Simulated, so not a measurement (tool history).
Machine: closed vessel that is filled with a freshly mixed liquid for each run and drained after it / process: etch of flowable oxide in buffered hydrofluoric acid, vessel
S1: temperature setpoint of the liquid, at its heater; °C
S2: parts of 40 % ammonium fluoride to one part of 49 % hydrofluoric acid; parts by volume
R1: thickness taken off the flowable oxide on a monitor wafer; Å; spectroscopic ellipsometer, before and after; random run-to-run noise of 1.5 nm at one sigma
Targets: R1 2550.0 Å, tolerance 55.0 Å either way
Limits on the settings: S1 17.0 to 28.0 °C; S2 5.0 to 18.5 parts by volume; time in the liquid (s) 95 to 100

{"run": 1, "day": 0.0, "S1": 20.0, "S2": 11.5, "time in the liquid (s)": 95, "R1": 2018.2}
{"run": 2, "day": 0.096, "S1": 21.0, "S2": 11.5, "time in the liquid (s)": 95, "R1": 2151.5}
{"run": 3, "day": 0.442, "S1": 21.0, "S2": 13.0, "time in the liquid (s)": 95, "R1": 1920.5}
{"run": 4, "day": 0.679, "S1": 21.0, "S2": 15.0, "time in the liquid (s)": 95, "R1": 1675.4}
{"run": 5, "day": 0.783, "S1": 19.5, "S2": 15.0, "time in the liquid (s)": 95, "R1": 1539.7}
{"run": 6, "day": 1.158, "S1": 22.0, "S2": 15.0, "time in the liquid (s)": 95, "R1": 1759.8}
{"run": 7, "day": 1.429, "S1": 23.5, "S2": 15.0, "time in the liquid (s)": 95, "R1": 1915.8}
{"run": 8, "day": 1.492, "S1": 27.5, "S2": 14.5, "time in the liquid (s)": 95, "R1": 2450.4}

4 next moves are on the table. One of them brings every result within its allowed miss. Which?
{"run": "A", "day": 1.554, "S1": 28.0, "S2": 15.0, "time in the liquid (s)": 95, "R1": "?"}
{"run": "B", "day": 1.554, "S1": 24.5, "S2": 13.5, "time in the liquid (s)": 100, "R1": "?"}
{"run": "C", "day": 1.554, "S1": 27.5, "S2": 15.0, "time in the liquid (s)": 95, "R1": "?"}
{"run": "D", "day": 1.554, "S1": 27.0, "S2": 13.5, "time in the liquid (s)": 95, "R1": "?"}

move=A R1=2445.2
move=B R1=2364.0
move=C R1=2380.8
move=D R1=2570.3
A: lands further from the targets than the last run did
B: lands further from the targets than the last run did
C: lands further from the targets than the last run did
D: each result inside its tolerance
D is the move that brings every result within its allowed miss.

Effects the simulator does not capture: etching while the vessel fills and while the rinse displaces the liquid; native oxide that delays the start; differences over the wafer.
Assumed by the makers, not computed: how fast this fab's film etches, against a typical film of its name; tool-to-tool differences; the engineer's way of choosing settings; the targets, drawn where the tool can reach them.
